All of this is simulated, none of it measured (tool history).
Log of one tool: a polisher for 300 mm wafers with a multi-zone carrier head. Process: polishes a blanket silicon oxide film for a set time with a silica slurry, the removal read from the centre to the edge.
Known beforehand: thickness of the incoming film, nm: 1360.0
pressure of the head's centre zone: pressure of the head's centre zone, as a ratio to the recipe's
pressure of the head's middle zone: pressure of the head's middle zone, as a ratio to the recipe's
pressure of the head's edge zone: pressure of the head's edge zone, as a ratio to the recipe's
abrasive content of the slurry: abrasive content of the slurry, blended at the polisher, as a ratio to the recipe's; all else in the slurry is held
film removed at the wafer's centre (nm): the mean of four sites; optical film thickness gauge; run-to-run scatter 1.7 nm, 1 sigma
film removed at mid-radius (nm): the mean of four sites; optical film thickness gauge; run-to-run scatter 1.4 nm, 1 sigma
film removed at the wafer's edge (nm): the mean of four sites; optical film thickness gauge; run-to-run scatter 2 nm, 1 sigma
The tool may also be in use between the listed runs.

run	hour	flow of slurry (ml/min)	pressure of the head's centre zone	pressure of the head's middle zone	pressure of the head's edge zone	abrasive content of the slurry	polishing time (s)	film removed at the wafer's centre (nm)	film removed at mid-radius (nm)	film removed at the wafer's edge (nm)
1	0.0	265	1.00	1.00	1.00	1.00	65	150.53	141.20	143.52
2	3.0	265	1.04	1.00	1.00	1.00	65	155.08	143.98	143.47
3	4.8	265	0.96	1.00	1.00	1.00	65	144.24	143.69	145.13
4	10.0	270	0.97	0.99	1.02	1.05	65	149.24	144.55	147.22
5	17.7	270	0.97	0.99	1.02	1.05	75	172.24	165.82	167.62
6	24.8	270	0.97	0.99	1.06	1.05	75	171.64	165.93	171.14
7	32.1	270	0.98	0.98	1.08	1.10	75	174.22	167.82	178.49
8	37.9	275	1.00	0.98	1.09	1.10	75	178.67	170.62	178.42
9	40.1	280	1.01	0.97	1.10	1.10	75	181.89	167.25	181.13
10	46.4	290	1.02	0.97	1.11	1.10	75	182.69	168.72	180.73

What will run 11 give?
11	48.2	285	1.06	0.90	1.19	1.30	75	?	?	?

{"run 11": {"film removed at the wafer's centre (nm)": 200.9, "film removed at mid-radius (nm)": 168.61, "film removed at the wafer's edge (nm)": 196.62}}
